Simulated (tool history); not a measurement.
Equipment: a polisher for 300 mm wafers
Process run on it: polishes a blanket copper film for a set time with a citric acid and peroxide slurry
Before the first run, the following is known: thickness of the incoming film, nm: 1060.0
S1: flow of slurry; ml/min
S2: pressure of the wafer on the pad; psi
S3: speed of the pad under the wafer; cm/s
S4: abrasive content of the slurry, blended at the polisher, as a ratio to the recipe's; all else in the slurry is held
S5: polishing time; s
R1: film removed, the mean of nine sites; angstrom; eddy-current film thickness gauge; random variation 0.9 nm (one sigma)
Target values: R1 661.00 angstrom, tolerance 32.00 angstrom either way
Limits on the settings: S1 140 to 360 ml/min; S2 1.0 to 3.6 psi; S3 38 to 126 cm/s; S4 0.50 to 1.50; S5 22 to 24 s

run  hour   S1   S2   S3    S4  S5      R1
  1   0.0  230  2.3   82  1.00  24  354.39
  2   4.0  230  2.7   84  1.00  24  421.03
  3   8.4  230  3.0   88  1.00  24  490.98
  4  14.9  230  3.0   88  1.00  22  453.81
  5  21.3  230  3.0   88  1.20  22  461.60
  6  28.9  230  3.2   92  1.20  22  519.19
  7  32.9  230  3.3   94  1.20  22  540.60
  8  37.5  230  3.4   98  1.20  22  577.06
  9  43.4  230  3.5  100  1.20  22  614.12

Next run, 5 choices. One meets every target within its allowed miss, the rest don't. Which?
  A  49.3  220  3.6  106  1.15  24   ?
  B  49.3  235  3.6  102  1.20  24   ?
  C  49.3  290  2.7  116  1.20  23   ?
  D  49.3  235  3.6   90  1.15  22   ?
  E  49.3  215  3.6  102  1.30  22   ?

move      R1
   A  733.71
   B  717.60
   C  598.54
   D  576.20
   E  665.15
A: takes the result that was furthest off past its target
B: takes the result that was furthest off past its target
C: its largest miss is bigger than the last run's
D: its largest miss is bigger than the last run's
E: in spec on every target
The right move is E.

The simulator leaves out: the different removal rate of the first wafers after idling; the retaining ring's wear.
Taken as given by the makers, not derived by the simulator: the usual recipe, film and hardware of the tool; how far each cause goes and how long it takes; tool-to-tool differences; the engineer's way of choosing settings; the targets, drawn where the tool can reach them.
